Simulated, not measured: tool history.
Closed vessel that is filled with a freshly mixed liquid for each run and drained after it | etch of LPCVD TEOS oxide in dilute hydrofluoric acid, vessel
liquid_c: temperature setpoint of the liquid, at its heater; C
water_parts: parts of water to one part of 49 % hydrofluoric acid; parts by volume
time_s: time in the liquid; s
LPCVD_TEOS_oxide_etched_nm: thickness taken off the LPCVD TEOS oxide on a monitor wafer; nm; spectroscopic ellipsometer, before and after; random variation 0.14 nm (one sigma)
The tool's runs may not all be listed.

run,day,liquid_c,water_parts,time_s,LPCVD_TEOS_oxide_etched_nm
1,0.000,21.0,170,95,16.960
2,0.138,21.0,220,95,12.598
3,0.196,22.5,220,95,13.011
4,0.250,25.0,220,95,14.293
5,0.475,23.0,220,95,13.419
6,0.783,24.0,215,95,14.248

The next listed run, before its measurement:
7,1.054,25.0,210,95,?

Run 7 gave LPCVD_TEOS_oxide_etched_nm 15.178 nm.
